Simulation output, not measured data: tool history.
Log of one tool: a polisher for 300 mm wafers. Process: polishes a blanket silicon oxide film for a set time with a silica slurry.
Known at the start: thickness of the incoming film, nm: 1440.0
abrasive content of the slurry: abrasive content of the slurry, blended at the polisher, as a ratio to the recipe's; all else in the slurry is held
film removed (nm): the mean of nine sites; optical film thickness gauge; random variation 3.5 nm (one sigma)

run,hour,flow of slurry (ml/min),pressure of the wafer on the pad (kPa),speed of the pad under the wafer (m/s),abrasive content of the slurry,polishing time (s),film removed (nm)
1,0,275,24.8,1,1,105,278.8
2,0.6,275,24.8,1,1.2,105,294.21
3,3.6,275,20.7,1,1.2,105,247.73
4,11.8,280,24.8,1,1.2,105,295.65
5,15.6,255,24.8,1,1.2,105,293.42
6,18.8,255,27.6,1,1.2,105,324.24
7,20.2,270,34.5,1.02,1.2,105,411.43
8,27.7,270,35.2,1.02,1.2,105,424.14

Forecast run 9:
9,32.2,270,35.9,1.02,1.2,105,?

{"run 9": {"film removed (nm)": 429.38}}
